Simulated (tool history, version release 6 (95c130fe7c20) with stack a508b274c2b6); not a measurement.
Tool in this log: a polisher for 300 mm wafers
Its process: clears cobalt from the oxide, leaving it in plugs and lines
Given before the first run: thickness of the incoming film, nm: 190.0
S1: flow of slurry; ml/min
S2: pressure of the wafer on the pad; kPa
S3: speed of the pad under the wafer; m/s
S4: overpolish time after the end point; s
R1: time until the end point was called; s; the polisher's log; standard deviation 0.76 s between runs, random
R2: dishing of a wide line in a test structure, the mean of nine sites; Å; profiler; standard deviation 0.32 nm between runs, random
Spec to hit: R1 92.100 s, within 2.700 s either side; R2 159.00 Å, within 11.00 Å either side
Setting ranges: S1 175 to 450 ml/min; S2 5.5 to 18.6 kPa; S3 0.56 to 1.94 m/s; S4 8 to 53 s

{"run": 1, "hour": 0.0, "S1": 290, "S2": 11.7, "S3": 1.24, "S4": 27, "R1": 36.072, "R2": 645.92}
{"run": 2, "hour": 8.3, "S1": 290, "S2": 11.7, "S3": 1.24, "S4": 23, "R1": 35.913, "R2": 590.81}
{"run": 3, "hour": 10.8, "S1": 290, "S2": 11.7, "S3": 1.54, "S4": 23, "R1": 29.504, "R2": 655.38}
{"run": 4, "hour": 18.9, "S1": 290, "S2": 11.7, "S3": 1.26, "S4": 23, "R1": 35.917, "R2": 590.33}
{"run": 5, "hour": 27.3, "S1": 290, "S2": 11.7, "S3": 1.26, "S4": 32, "R1": 35.228, "R2": 669.77}
{"run": 6, "hour": 30.8, "S1": 285, "S2": 11.0, "S3": 1.18, "S4": 30, "R1": 39.876, "R2": 658.76}
{"run": 7, "hour": 35.2, "S1": 300, "S2": 10.3, "S3": 1.12, "S4": 28, "R1": 43.845, "R2": 611.53}
{"run": 8, "hour": 40.7, "S1": 315, "S2": 9.7, "S3": 1.06, "S4": 26, "R1": 48.867, "R2": 569.64}
{"run": 9, "hour": 48.4, "S1": 330, "S2": 9.0, "S3": 1.0, "S4": 24, "R1": 55.09, "R2": 545.0}
{"run": 10, "hour": 49.1, "S1": 340, "S2": 9.0, "S3": 0.96, "S4": 22, "R1": 56.079, "R2": 483.72}

Below are 4 possible settings for the next run. Only one of them brings all results inside the allowed miss of their targets. Which is it?
{"run": "A", "hour": 49.8, "S1": 325, "S2": 5.5, "S3": 0.64, "S4": 18, "R1": "?", "R2": "?"}
{"run": "B", "hour": 49.8, "S1": 450, "S2": 11.0, "S3": 0.58, "S4": 8, "R1": "?", "R2": "?"}
{"run": "C", "hour": 49.8, "S1": 450, "S2": 9.0, "S3": 0.56, "S4": 8, "R1": "?", "R2": "?"}
{"run": "D", "hour": 49.8, "S1": 350, "S2": 7.6, "S3": 0.76, "S4": 19, "R1": "?", "R2": "?"}

move=A R1=119.100 R2=258.17
move=B R1=76.083 R2=190.04
move=C R1=92.696 R2=160.04
move=D R1=80.194 R2=362.22
A: better than the last run, though not everything is in spec
B: better than the last run, though not everything is in spec
C: every result within its allowed miss
D: better than the last run, though not everything is in spec
C meets every target.
